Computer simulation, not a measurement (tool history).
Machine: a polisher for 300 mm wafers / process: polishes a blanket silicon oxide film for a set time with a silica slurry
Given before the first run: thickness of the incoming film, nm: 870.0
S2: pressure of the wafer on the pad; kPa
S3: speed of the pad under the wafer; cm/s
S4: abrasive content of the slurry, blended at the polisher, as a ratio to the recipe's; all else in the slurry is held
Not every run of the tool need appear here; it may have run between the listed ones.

{"run": 1, "hour": 0.0, "flow of slurry (ml/min)": 305, "S2": 18.6, "S3": 136, "S4": 1.0, "polishing time (s)": 33, "film removed (Å)": 962.58}
{"run": 2, "hour": 4.8, "flow of slurry (ml/min)": 345, "S2": 18.6, "S3": 136, "S4": 1.0, "polishing time (s)": 33, "film removed (Å)": 996.08}
{"run": 3, "hour": 6.3, "flow of slurry (ml/min)": 335, "S2": 17.2, "S3": 136, "S4": 1.0, "polishing time (s)": 33, "film removed (Å)": 901.5}
{"run": 4, "hour": 7.0, "flow of slurry (ml/min)": 290, "S2": 17.2, "S3": 136, "S4": 1.0, "polishing time (s)": 33, "film removed (Å)": 900.5}
{"run": 5, "hour": 16.0, "flow of slurry (ml/min)": 290, "S2": 20.7, "S3": 136, "S4": 1.0, "polishing time (s)": 33, "film removed (Å)": 1072.2}
{"run": 6, "hour": 16.7, "flow of slurry (ml/min)": 245, "S2": 20.7, "S3": 136, "S4": 1.0, "polishing time (s)": 33, "film removed (Å)": 1062.8}
{"run": 7, "hour": 20.7, "flow of slurry (ml/min)": 245, "S2": 19.3, "S3": 136, "S4": 1.0, "polishing time (s)": 33, "film removed (Å)": 972.16}
{"run": 8, "hour": 26.3, "flow of slurry (ml/min)": 245, "S2": 17.9, "S3": 136, "S4": 1.0, "polishing time (s)": 33, "film removed (Å)": 902.46}

For run 9, what comes out?
{"run": 9, "hour": 35.1, "flow of slurry (ml/min)": 245, "S2": 17.2, "S3": 136, "S4": 1.0, "polishing time (s)": 33, "film removed (Å)": "?"}

film removed (Å): 881.79
